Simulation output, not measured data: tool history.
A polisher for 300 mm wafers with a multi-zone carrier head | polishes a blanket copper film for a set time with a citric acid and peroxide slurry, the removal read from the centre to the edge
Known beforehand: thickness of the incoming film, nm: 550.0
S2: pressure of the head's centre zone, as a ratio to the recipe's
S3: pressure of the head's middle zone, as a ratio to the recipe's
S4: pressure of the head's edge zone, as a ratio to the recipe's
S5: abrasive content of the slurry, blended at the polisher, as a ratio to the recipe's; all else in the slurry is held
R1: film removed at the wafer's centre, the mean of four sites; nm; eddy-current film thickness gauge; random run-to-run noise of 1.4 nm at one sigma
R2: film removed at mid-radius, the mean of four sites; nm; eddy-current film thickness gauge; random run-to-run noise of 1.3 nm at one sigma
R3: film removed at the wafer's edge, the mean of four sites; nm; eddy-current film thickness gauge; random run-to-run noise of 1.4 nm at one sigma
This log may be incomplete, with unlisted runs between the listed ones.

run 1 day=0.000 | flow_of_slurry_(ml/min)=230 S2=1.00 S3=1.00 S4=1.00 S5=1.00 polishing_time_(s)=48 | R1=187.89 R2=196.20 R3=194.18
run 2 day=0.125 | flow_of_slurry_(ml/min)=230 S2=1.00 S3=1.00 S4=1.00 S5=1.10 polishing_time_(s)=48 | R1=192.42 R2=200.73 R3=200.59
run 3 day=0.167 | flow_of_slurry_(ml/min)=225 S2=0.97 S3=0.97 S4=0.98 S5=0.90 polishing_time_(s)=42 | R1=155.91 R2=162.74 R3=162.66
run 4 day=0.375 | flow_of_slurry_(ml/min)=225 S2=0.93 S3=0.97 S4=0.98 S5=0.90 polishing_time_(s)=42 | R1=145.54 R2=159.17 R3=162.71
run 5 day=0.558 | flow_of_slurry_(ml/min)=225 S2=0.87 S3=0.97 S4=0.98 S5=0.90 polishing_time_(s)=42 | R1=139.57 R2=164.52 R3=161.45
run 6 day=0.912 | flow_of_slurry_(ml/min)=220 S2=0.87 S3=0.95 S4=0.94 S5=0.75 polishing_time_(s)=39 | R1=122.45 R2=137.74 R3=139.51
run 7 day=1.200 | flow_of_slurry_(ml/min)=220 S2=0.87 S3=0.95 S4=0.91 S5=0.65 polishing_time_(s)=37 | R1=112.59 R2=125.88 R3=124.05
run 8 day=1.433 | flow_of_slurry_(ml/min)=215 S2=0.86 S3=0.93 S4=0.89 S5=0.60 polishing_time_(s)=37 | R1=107.03 R2=118.25 R3=120.52

Run 9 comes next. What will it give?
run 9 day=1.471 | flow_of_slurry_(ml/min)=215 S2=0.86 S3=0.93 S4=0.87 S5=0.55 polishing_time_(s)=37 | R1=? R2=? R3=?

Run 9 measured R1 100.34 nm, R2 116.74 nm, R3 115.64 nm.
